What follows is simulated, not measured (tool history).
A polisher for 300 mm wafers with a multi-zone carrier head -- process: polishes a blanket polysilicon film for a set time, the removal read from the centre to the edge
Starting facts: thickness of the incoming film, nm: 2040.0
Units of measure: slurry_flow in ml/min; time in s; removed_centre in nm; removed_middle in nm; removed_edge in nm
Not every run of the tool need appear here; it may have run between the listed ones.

run  hour  slurry_flow  centre_zone  middle_zone  edge_zone  time  removed_centre  removed_middle  removed_edge
  1     0          200            1            1          1    57          769.62          761.86        783.42
  2   7.5          200            1         1.06          1    57          783.97          808.16        793.16
  3  13.6          200         0.99         1.04       1.03    60          802.91          838.88        836.28
  4    21          200         0.99         1.04       1.08    60          808.33           841.9        842.09
  5  24.9          200         0.99         1.04       1.08    52          697.38          713.72        738.18
  6  29.8          200         0.97         1.01        1.1    57          753.09          780.44        821.72
  7  38.2          200         0.97         1.01        1.1    57          750.93          771.21        824.57

What does the tool deliver on the next run?
  8  40.2          210         0.93         0.96       1.19    73               ?               ?             ?

{"run 8": {"removed_centre": 955.04, "removed_middle": 967.5, "removed_edge": 1104}}
